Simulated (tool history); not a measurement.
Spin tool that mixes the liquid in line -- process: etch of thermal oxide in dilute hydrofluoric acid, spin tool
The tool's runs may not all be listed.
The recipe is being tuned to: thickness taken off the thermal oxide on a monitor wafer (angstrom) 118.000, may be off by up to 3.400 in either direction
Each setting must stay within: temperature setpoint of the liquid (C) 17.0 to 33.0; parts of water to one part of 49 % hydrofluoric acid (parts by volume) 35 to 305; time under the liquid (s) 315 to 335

run	hour	temperature setpoint of the liquid (C)	parts of water to one part of 49 % hydrofluoric acid (parts by volume)	time under the liquid (s)	thickness taken off the thermal oxide on a monitor wafer (angstrom)
1	0.0	25.0	170	315	86.696
2	5.7	25.0	170	315	85.732
3	13.8	26.5	170	315	90.099
4	19.2	28.5	170	315	98.330
5	23.3	29.5	170	315	101.300
6	25.2	30.0	170	315	102.570
7	29.8	30.5	170	315	104.940
8	30.7	31.0	170	315	107.550
9	37.8	31.0	170	315	105.200
10	44.0	31.5	170	315	108.250
11	47.4	32.0	170	315	110.540

Exactly one of the 5 candidate moves below puts every result within its allowed miss. Which one?
A	50.8	32.0	180	335	?
B	50.8	31.5	175	330	?
C	50.8	31.5	190	335	?
D	50.8	33.0	190	330	?
E	50.8	33.0	165	315	?

move	thickness taken off the thermal oxide on a monitor wafer (angstrom)
A	109.520
B	109.790
C	100.680
D	104.360
E	118.640
A: further off than the last run
B: further off than the last run
C: further off than the last run
D: further off than the last run
E: hits every target within its allowed miss
E is the move that brings every result within its allowed miss.

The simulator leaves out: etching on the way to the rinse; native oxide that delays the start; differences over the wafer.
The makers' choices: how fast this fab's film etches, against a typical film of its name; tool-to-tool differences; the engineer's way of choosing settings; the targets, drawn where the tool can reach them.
